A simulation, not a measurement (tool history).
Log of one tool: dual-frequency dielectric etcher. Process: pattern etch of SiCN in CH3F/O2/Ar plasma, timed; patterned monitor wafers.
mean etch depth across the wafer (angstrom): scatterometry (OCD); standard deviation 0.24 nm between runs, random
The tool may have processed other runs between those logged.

| run | hour | source power (W) | bias power (W) | etch time (s) | mean etch depth across the wafer (angstrom) |
|---|---|---|---|---|---|
| 1 | 0.0 | 480 | 64 | 145.0 | 580.96 |
| 2 | 4.5 | 500 | 64 | 145.0 | 581.05 |
| 3 | 11.1 | 530 | 65 | 145.0 | 594.93 |
| 4 | 11.8 | 550 | 66 | 145.0 | 599.41 |
| 5 | 16.0 | 510 | 66 | 145.0 | 591.40 |
| 6 | 19.8 | 510 | 60 | 145.0 | 574.78 |
| 7 | 23.0 | 530 | 62 | 145.0 | 585.52 |
| 8 | 29.7 | 550 | 63 | 145.0 | 586.48 |
| 9 | 35.0 | 560 | 65 | 145.0 | 603.23 |
| 10 | 38.2 | 630 | 66 | 145.0 | 618.91 |
| 11 | 39.1 | 640 | 67 | 145.0 | 620.47 |

Run 12 is up next; what results do you expect?
| 12 | 47.0 | 640 | 67 | 145.0 | ? |

mean etch depth across the wafer (angstrom): 621.41
